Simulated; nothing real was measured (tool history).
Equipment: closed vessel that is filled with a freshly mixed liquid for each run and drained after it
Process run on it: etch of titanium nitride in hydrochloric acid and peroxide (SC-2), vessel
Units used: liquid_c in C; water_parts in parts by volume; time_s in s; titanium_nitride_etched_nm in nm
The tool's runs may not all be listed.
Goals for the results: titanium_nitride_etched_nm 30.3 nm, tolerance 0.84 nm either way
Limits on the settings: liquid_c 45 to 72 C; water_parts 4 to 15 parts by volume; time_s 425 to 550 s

run 1 hour=0 | liquid_c=61 water_parts=8.5 time_s=550 | titanium_nitride_etched_nm=24.72
run 2 hour=8.6 | liquid_c=61 water_parts=8.5 time_s=550 | titanium_nitride_etched_nm=24.696
run 3 hour=16.2 | liquid_c=61.5 water_parts=8.5 time_s=550 | titanium_nitride_etched_nm=25.468
run 4 hour=22.9 | liquid_c=61.5 water_parts=8.5 time_s=550 | titanium_nitride_etched_nm=25.573
run 5 hour=28.4 | liquid_c=61.5 water_parts=10 time_s=550 | titanium_nitride_etched_nm=22.208
run 6 hour=31.4 | liquid_c=62.5 water_parts=10 time_s=550 | titanium_nitride_etched_nm=23.768
run 7 hour=36.6 | liquid_c=63 water_parts=10 time_s=550 | titanium_nitride_etched_nm=24.606
run 8 hour=45.2 | liquid_c=63.5 water_parts=10 time_s=550 | titanium_nitride_etched_nm=25.335
run 9 hour=49 | liquid_c=64 water_parts=10 time_s=550 | titanium_nitride_etched_nm=26.058
run 10 hour=50.1 | liquid_c=64.5 water_parts=10 time_s=550 | titanium_nitride_etched_nm=26.746
run 11 hour=52 | liquid_c=67 water_parts=10 time_s=550 | titanium_nitride_etched_nm=31.185

Which of these 5 next moves meets every target?
run A hour=53.9 | liquid_c=68.5 water_parts=9 time_s=485 | titanium_nitride_etched_nm=?
run B hour=53.9 | liquid_c=68 water_parts=8.5 time_s=470 | titanium_nitride_etched_nm=?
run C hour=53.9 | liquid_c=70 water_parts=11 time_s=485 | titanium_nitride_etched_nm=?
run D hour=53.9 | liquid_c=69 water_parts=9.5 time_s=485 | titanium_nitride_etched_nm=?
run E hour=53.9 | liquid_c=67 water_parts=7.5 time_s=450 | titanium_nitride_etched_nm=?

move=A titanium_nitride_etched_nm=32.919
move=B titanium_nitride_etched_nm=32.437
move=C titanium_nitride_etched_nm=30.45
move=D titanium_nitride_etched_nm=32.44
move=E titanium_nitride_etched_nm=32.326
A: moves away from the targets compared with the last run
B: moves away from the targets compared with the last run
C: in spec on every target
D: moves away from the targets compared with the last run
E: moves away from the targets compared with the last run
The right move is C.

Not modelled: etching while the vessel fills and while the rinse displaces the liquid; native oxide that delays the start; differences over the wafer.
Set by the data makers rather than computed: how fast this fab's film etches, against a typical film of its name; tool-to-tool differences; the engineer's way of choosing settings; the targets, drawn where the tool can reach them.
